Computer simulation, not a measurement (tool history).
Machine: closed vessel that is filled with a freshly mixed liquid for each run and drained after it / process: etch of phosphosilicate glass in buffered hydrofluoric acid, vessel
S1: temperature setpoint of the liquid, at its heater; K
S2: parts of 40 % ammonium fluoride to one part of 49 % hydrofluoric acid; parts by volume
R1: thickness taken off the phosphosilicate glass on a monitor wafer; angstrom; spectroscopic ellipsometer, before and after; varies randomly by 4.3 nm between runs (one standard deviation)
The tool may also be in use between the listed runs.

{"run": 1, "hour": 0.0, "S1": 295.15, "S2": 9.5, "time in the liquid (s)": 90, "R1": 6774.7}
{"run": 2, "hour": 4.5, "S1": 295.15, "S2": 9.5, "time in the liquid (s)": 90, "R1": 6703.2}
{"run": 3, "hour": 13.4, "S1": 294.15, "S2": 9.5, "time in the liquid (s)": 90, "R1": 6368.5}
{"run": 4, "hour": 15.5, "S1": 293.65, "S2": 9.5, "time in the liquid (s)": 90, "R1": 6139}
{"run": 5, "hour": 22.6, "S1": 293.65, "S2": 9.5, "time in the liquid (s)": 95, "R1": 6587.1}
{"run": 6, "hour": 31.0, "S1": 297.15, "S2": 9.5, "time in the liquid (s)": 95, "R1": 7943.6}
{"run": 7, "hour": 34.4, "S1": 295.15, "S2": 9.5, "time in the liquid (s)": 95, "R1": 7003.2}
{"run": 8, "hour": 40.4, "S1": 294.15, "S2": 9.5, "time in the liquid (s)": 95, "R1": 6750.7}

The next listed run, before its measurement:
{"run": 9, "hour": 47.7, "S1": 293.15, "S2": 9.5, "time in the liquid (s)": 95, "R1": "?"}

R1: 6338.3 angstrom
